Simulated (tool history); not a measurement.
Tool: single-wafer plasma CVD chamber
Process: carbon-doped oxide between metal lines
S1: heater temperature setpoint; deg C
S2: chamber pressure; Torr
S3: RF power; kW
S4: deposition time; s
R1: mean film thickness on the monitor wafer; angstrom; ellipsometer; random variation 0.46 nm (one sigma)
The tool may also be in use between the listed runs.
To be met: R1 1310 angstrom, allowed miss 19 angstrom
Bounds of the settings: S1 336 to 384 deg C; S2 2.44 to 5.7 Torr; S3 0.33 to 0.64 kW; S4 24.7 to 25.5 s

run 1 hour=0 | S1=360 S2=4.07 S3=0.485 S4=24.7 | R1=1187.2
run 2 hour=1.6 | S1=360 S2=3.44 S3=0.485 S4=24.7 | R1=1173.2
run 3 hour=5.8 | S1=371 S2=3.44 S3=0.485 S4=24.7 | R1=1143.6
run 4 hour=8.7 | S1=366 S2=3.81 S3=0.5 S4=24.7 | R1=1185
run 5 hour=12.9 | S1=366 S2=3.37 S3=0.5 S4=24.7 | R1=1171.4
run 6 hour=19.8 | S1=362 S2=3.73 S3=0.515 S4=24.7 | R1=1197.8
run 7 hour=28.5 | S1=360 S2=3.98 S3=0.54 S4=24.7 | R1=1251.6
run 8 hour=31.4 | S1=357 S2=4.14 S3=0.545 S4=24.7 | R1=1269.6
run 9 hour=36.4 | S1=355 S2=4.25 S3=0.55 S4=24.7 | R1=1275.9
run 10 hour=40.6 | S1=354 S2=4.34 S3=0.555 S4=24.7 | R1=1288.4

4 next moves are on the table. One of them brings every result within its allowed miss. Which?
run A hour=44.8 | S1=362 S2=4.52 S3=0.565 S4=25.5 | R1=?
run B hour=44.8 | S1=359 S2=4.01 S3=0.545 S4=24.7 | R1=?
run C hour=44.8 | S1=359 S2=4.17 S3=0.515 S4=25.4 | R1=?
run D hour=44.8 | S1=361 S2=4.26 S3=0.52 S4=25.2 | R1=?

move=A R1=1313.4
move=B R1=1245.7
move=C R1=1258.3
move=D R1=1250.4
A: meets every target
B: further off than the last run
C: further off than the last run
D: further off than the last run
The right move is A.
